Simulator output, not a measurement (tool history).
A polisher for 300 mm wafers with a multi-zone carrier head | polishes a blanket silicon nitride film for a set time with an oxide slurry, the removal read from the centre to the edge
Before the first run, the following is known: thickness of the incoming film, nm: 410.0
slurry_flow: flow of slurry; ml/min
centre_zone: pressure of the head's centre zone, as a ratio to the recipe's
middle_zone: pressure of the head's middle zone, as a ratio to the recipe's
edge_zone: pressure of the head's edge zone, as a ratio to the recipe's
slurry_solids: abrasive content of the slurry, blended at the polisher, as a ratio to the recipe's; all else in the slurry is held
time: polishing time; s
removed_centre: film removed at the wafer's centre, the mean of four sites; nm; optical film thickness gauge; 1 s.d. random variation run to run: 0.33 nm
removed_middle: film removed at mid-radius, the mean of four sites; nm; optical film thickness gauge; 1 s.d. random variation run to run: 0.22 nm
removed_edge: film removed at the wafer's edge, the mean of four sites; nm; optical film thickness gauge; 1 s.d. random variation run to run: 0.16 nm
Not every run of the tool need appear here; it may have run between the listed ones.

run 1 day=0 | slurry_flow=210 centre_zone=1 middle_zone=1 edge_zone=1 slurry_solids=1 time=34 | removed_centre=29.688 removed_middle=29.97 removed_edge=29.853
run 2 day=0.342 | slurry_flow=205 centre_zone=0.98 middle_zone=0.97 edge_zone=0.97 slurry_solids=0.95 time=34 | removed_centre=28.989 removed_middle=28.742 removed_edge=28.718
run 3 day=0.571 | slurry_flow=205 centre_zone=0.98 middle_zone=0.97 edge_zone=0.9 slurry_solids=0.95 time=34 | removed_centre=28.871 removed_middle=29.484 removed_edge=27.961
run 4 day=0.783 | slurry_flow=205 centre_zone=0.98 middle_zone=0.97 edge_zone=0.9 slurry_solids=1.15 time=34 | removed_centre=31.341 removed_middle=30.74 removed_edge=29.675
run 5 day=0.933 | slurry_flow=195 centre_zone=0.96 middle_zone=0.94 edge_zone=0.89 slurry_solids=1.05 time=34 | removed_centre=29.64 removed_middle=28.838 removed_edge=28.824
run 6 day=1.117 | slurry_flow=195 centre_zone=0.88 middle_zone=0.94 edge_zone=0.89 slurry_solids=1.05 time=34 | removed_centre=27.866 removed_middle=29.058 removed_edge=28.734

For run 7, what comes out?
run 7 day=1.196 | slurry_flow=190 centre_zone=0.88 middle_zone=0.92 edge_zone=0.88 slurry_solids=0.95 time=34 | removed_centre=? removed_middle=? removed_edge=?

removed_centre: 26.233 nm
removed_middle: 26.877 nm
removed_edge: 27.232 nm

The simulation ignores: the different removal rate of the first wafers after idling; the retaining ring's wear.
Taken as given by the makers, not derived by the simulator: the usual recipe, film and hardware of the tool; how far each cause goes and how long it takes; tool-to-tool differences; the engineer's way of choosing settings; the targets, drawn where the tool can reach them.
